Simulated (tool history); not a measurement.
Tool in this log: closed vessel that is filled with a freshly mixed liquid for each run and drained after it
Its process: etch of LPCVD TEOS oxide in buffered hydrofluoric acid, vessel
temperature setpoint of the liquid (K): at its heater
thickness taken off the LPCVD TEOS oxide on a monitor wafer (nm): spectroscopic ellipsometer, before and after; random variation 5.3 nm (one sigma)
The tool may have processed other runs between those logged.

run,day,temperature setpoint of the liquid (K),parts of 40 % ammonium fluoride to one part of 49 % hydrofluoric acid (parts by volume),time in the liquid (s),thickness taken off the LPCVD TEOS oxide on a monitor wafer (nm)
1,0,293.15,10,85,383.13
2,0.1,290.15,10,85,319.96
3,0.45,290.15,12,85,272.76
4,0.492,293.15,11.5,85,334.04
5,0.612,295.65,11,85,409.31
6,0.804,295.65,11,95,455.46
7,1.004,297.15,11,95,499.61
8,1.258,298.15,11,95,523.51
9,1.35,299.15,11,95,546.3

For run 10, what comes out?
10,1.4,299.65,11,95,?

thickness taken off the LPCVD TEOS oxide on a monitor wafer (nm): 553.87
